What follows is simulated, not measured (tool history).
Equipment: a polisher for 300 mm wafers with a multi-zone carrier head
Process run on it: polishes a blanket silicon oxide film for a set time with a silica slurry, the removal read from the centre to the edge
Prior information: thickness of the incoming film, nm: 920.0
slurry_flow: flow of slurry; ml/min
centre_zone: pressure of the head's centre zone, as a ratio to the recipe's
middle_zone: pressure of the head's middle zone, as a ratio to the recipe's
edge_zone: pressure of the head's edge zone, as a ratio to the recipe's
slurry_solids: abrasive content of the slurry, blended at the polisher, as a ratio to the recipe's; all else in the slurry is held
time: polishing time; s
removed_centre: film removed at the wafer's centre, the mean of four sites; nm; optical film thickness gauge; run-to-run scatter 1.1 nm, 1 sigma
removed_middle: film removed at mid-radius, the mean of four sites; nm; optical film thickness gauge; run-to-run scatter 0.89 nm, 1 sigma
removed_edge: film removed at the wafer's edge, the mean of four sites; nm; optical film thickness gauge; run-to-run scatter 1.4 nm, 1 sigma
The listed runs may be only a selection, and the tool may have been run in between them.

{"run": 1, "day": 0.0, "slurry_flow": 150, "centre_zone": 1.0, "middle_zone": 1.0, "edge_zone": 1.0, "slurry_solids": 1.0, "time": 73, "removed_centre": 175.28, "removed_middle": 182.53, "removed_edge": 173.25}
{"run": 2, "day": 0.283, "slurry_flow": 135, "centre_zone": 0.99, "middle_zone": 0.93, "edge_zone": 1.01, "slurry_solids": 0.85, "time": 73, "removed_centre": 160.26, "removed_middle": 158.14, "removed_edge": 160.78}
{"run": 3, "day": 0.496, "slurry_flow": 165, "centre_zone": 0.99, "middle_zone": 0.93, "edge_zone": 1.01, "slurry_solids": 0.85, "time": 73, "removed_centre": 166.83, "removed_middle": 163.73, "removed_edge": 167.21}
{"run": 4, "day": 0.525, "slurry_flow": 150, "centre_zone": 0.98, "middle_zone": 0.89, "edge_zone": 1.02, "slurry_solids": 0.75, "time": 72, "removed_centre": 151.91, "removed_middle": 146.47, "removed_edge": 156.27}
{"run": 5, "day": 0.788, "slurry_flow": 185, "centre_zone": 0.98, "middle_zone": 0.89, "edge_zone": 1.02, "slurry_solids": 0.75, "time": 72, "removed_centre": 159.02, "removed_middle": 152.66, "removed_edge": 159.13}
{"run": 6, "day": 0.933, "slurry_flow": 185, "centre_zone": 0.98, "middle_zone": 0.81, "edge_zone": 1.02, "slurry_solids": 0.75, "time": 72, "removed_centre": 158.01, "removed_middle": 140.05, "removed_edge": 159.78}
{"run": 7, "day": 0.958, "slurry_flow": 165, "centre_zone": 0.98, "middle_zone": 0.81, "edge_zone": 1.02, "slurry_solids": 0.65, "time": 72, "removed_centre": 150.27, "removed_middle": 129.09, "removed_edge": 149.8}
{"run": 8, "day": 1.246, "slurry_flow": 150, "centre_zone": 0.96, "middle_zone": 0.81, "edge_zone": 1.0, "slurry_solids": 0.6, "time": 72, "removed_centre": 135.84, "removed_middle": 121.58, "removed_edge": 138.22}
{"run": 9, "day": 1.379, "slurry_flow": 140, "centre_zone": 0.96, "middle_zone": 0.81, "edge_zone": 1.01, "slurry_solids": 0.6, "time": 72, "removed_centre": 132.15, "removed_middle": 121.01, "removed_edge": 140.93}

Run 10 has not been measured yet. What should we expect?
{"run": 10, "day": 1.471, "slurry_flow": 140, "centre_zone": 0.96, "middle_zone": 0.81, "edge_zone": 1.01, "slurry_solids": 0.6, "time": 72, "removed_centre": "?", "removed_middle": "?", "removed_edge": "?"}

{"run 10": {"removed_centre": 133.34, "removed_middle": 121.32, "removed_edge": 140.76}}
